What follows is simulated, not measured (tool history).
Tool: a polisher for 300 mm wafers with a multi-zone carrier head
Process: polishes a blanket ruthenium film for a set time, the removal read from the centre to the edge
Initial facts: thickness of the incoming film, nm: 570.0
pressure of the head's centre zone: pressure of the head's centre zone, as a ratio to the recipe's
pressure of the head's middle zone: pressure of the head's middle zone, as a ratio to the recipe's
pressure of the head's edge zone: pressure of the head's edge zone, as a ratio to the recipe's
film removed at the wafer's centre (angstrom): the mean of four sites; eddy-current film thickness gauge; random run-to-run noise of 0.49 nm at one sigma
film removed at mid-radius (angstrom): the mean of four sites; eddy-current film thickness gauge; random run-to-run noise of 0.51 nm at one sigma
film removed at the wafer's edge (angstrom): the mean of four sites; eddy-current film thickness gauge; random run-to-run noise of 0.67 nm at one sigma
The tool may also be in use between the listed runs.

run	hour	flow of slurry (ml/min)	pressure of the head's centre zone	pressure of the head's middle zone	pressure of the head's edge zone	polishing time (s)	film removed at the wafer's centre (angstrom)	film removed at mid-radius (angstrom)	film removed at the wafer's edge (angstrom)
1	0	200	1	1	1	38	524.64	525.53	529.26
2	2.3	195	0.98	1.01	0.98	38	517.36	537.14	510.02
3	8.6	190	0.95	1.01	0.98	38	488.68	532.63	536.68
4	17.3	150	0.95	1.01	0.98	38	477.39	520.22	524.76
# hour 18.5: worn pad replaced by a new one
5	18.5	150	0.94	1.02	0.96	38	501.73	548.24	538.36
6	23.8	150	0.93	1.04	0.96	37	493.21	561.86	540.82
7	28.7	155	0.92	1.04	0.95	36	469.11	539.99	518.43

Forecast run 8:
8	29.8	160	0.91	1.04	0.94	35	?	?	?

Run 8 measured film removed at the wafer's centre (angstrom) 453.09, film removed at mid-radius (angstrom) 530.61, film removed at the wafer's edge (angstrom) 491.98.
